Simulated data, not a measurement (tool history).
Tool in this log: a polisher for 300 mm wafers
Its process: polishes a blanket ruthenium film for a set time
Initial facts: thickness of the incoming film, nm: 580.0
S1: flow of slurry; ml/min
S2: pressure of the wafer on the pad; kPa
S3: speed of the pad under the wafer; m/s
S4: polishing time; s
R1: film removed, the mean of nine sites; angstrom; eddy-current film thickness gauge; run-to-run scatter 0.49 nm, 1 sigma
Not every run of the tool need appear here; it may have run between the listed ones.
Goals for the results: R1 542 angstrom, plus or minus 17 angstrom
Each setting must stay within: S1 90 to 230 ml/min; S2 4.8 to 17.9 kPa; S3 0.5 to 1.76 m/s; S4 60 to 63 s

{"run": 1, "hour": 0.0, "S1": 150, "S2": 11, "S3": 1.12, "S4": 60, "R1": 646.22}
{"run": 2, "hour": 6.5, "S1": 145, "S2": 10.3, "S3": 1.12, "S4": 60, "R1": 608.17}
{"run": 3, "hour": 9.4, "S1": 145, "S2": 10.3, "S3": 1.3, "S4": 60, "R1": 705.04}
{"run": 4, "hour": 17.3, "S1": 140, "S2": 9.7, "S3": 1.3, "S4": 60, "R1": 655.68}
{"run": 5, "hour": 23.5, "S1": 175, "S2": 9.7, "S3": 1.3, "S4": 60, "R1": 672.74}
{"run": 6, "hour": 26.9, "S1": 175, "S2": 9.7, "S3": 1.3, "S4": 63, "R1": 704.25}
{"run": 7, "hour": 35.5, "S1": 175, "S2": 9, "S3": 1.3, "S4": 63, "R1": 653.14}
{"run": 8, "hour": 38.3, "S1": 175, "S2": 8.3, "S3": 1.3, "S4": 63, "R1": 613.16}

Exercise: of the 4 proposed moves below, exactly one satisfies all targets within the stated allowed misses. Which move is it?
{"run": "A", "hour": 41.1, "S1": 160, "S2": 9.7, "S3": 1.04, "S4": 61, "R1": "?"}
{"run": "B", "hour": 41.1, "S1": 150, "S2": 8.3, "S3": 1.26, "S4": 63, "R1": "?"}
{"run": "C", "hour": 41.1, "S1": 180, "S2": 9.7, "S3": 1.08, "S4": 63, "R1": "?"}
{"run": "D", "hour": 41.1, "S1": 165, "S2": 6.9, "S3": 1.28, "S4": 63, "R1": "?"}

move=A R1=549.52
move=B R1=583.12
move=C R1=598
move=D R1=504.13
A: meets every target
B: moves toward the targets from the last run without getting all of them in spec
C: moves toward the targets from the last run without getting all of them in spec
D: the result that was furthest off in the last run now lies on the other side of its target
Correct choice: A, which meets every target
